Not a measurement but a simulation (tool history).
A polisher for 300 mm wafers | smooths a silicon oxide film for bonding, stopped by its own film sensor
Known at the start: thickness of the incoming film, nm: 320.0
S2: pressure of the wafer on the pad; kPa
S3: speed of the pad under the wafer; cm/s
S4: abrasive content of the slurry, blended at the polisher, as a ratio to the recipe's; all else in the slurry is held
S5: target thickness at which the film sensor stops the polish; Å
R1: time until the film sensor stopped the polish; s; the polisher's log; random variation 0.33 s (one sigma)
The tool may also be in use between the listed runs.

Run 1, day 0.000: flow of slurry (ml/min) 135, S2 14.5 kPa, S3 68 cm/s, S4 1.00, S5 3010 Å. Result: R1 39.601 s.
Run 2, day 0.162: flow of slurry (ml/min) 135, S2 14.5 kPa, S3 68 cm/s, S4 0.85, S5 3010 Å. Result: R1 41.494 s.
Run 3, day 0.504: flow of slurry (ml/min) 135, S2 14.5 kPa, S3 78 cm/s, S4 0.85, S5 3010 Å. Result: R1 37.960 s.
Run 4, day 0.783: flow of slurry (ml/min) 135, S2 16.5 kPa, S3 80 cm/s, S4 0.85, S5 3010 Å. Result: R1 32.010 s.
Run 5, day 0.967: flow of slurry (ml/min) 135, S2 16.5 kPa, S3 80 cm/s, S4 0.85, S5 3030 Å. Result: R1 29.051 s.
Run 6, day 1.229: flow of slurry (ml/min) 135, S2 14.5 kPa, S3 80 cm/s, S4 0.85, S5 3030 Å. Result: R1 32.750 s.
Run 7, day 1.600: flow of slurry (ml/min) 135, S2 16.5 kPa, S3 82 cm/s, S4 0.85, S5 3030 Å. Result: R1 28.429 s.
Run 8, day 1.871: flow of slurry (ml/min) 135, S2 17.9 kPa, S3 82 cm/s, S4 0.85, S5 3030 Å. Result: R1 25.074 s.

Run 9 comes next. What will it give?
Run 9, day 1.958: flow of slurry (ml/min) 135, S2 18.6 kPa, S3 82 cm/s, S4 0.85, S5 3030 Å. Result: R1 ?.

{"run 9": {"R1": 24.64}}
